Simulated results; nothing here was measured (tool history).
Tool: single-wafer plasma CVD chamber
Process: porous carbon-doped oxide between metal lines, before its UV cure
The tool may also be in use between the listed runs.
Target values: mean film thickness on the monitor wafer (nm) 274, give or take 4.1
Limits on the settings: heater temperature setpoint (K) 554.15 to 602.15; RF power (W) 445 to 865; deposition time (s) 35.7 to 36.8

| run | hour | heater temperature setpoint (K) | RF power (W) | deposition time (s) | mean film thickness on the monitor wafer (nm) |
|---|---|---|---|---|---|
| 1 | 0 | 578.15 | 655 | 35.7 | 226.03 |
| 2 | 7.4 | 583.15 | 655 | 35.7 | 220.59 |
| 3 | 10.9 | 580.15 | 665 | 35.7 | 225.56 |
| 4 | 18.5 | 580.15 | 665 | 35.7 | 226.32 |
| 5 | 25.5 | 580.15 | 760 | 35.7 | 253.12 |
| 6 | 28.1 | 576.15 | 760 | 35.7 | 255.26 |
| 7 | 36.5 | 574.15 | 760 | 35.7 | 260.43 |
| 8 | 38.8 | 573.15 | 760 | 35.7 | 259.44 |
| 9 | 45.4 | 562.15 | 770 | 35.7 | 279.2 |

Consider the 4 candidate settings below. Which is the only one whose results all fall within their allowed miss of target?
| A | 52 | 562.15 | 780 | 35.7 | ? |
| B | 52 | 557.15 | 720 | 36.8 | ? |
| C | 52 | 567.15 | 800 | 36.3 | ? |
| D | 52 | 562.15 | 755 | 35.7 | ? |

| move | mean film thickness on the monitor wafer (nm) |
|---|---|
| A | 284.91 |
| B | 283.21 |
| C | 287.33 |
| D | 277.69 |
A: the biggest miss grows against the last run
B: the biggest miss grows against the last run
C: the biggest miss grows against the last run
D: every result within its allowed miss
Move D is the one to make.

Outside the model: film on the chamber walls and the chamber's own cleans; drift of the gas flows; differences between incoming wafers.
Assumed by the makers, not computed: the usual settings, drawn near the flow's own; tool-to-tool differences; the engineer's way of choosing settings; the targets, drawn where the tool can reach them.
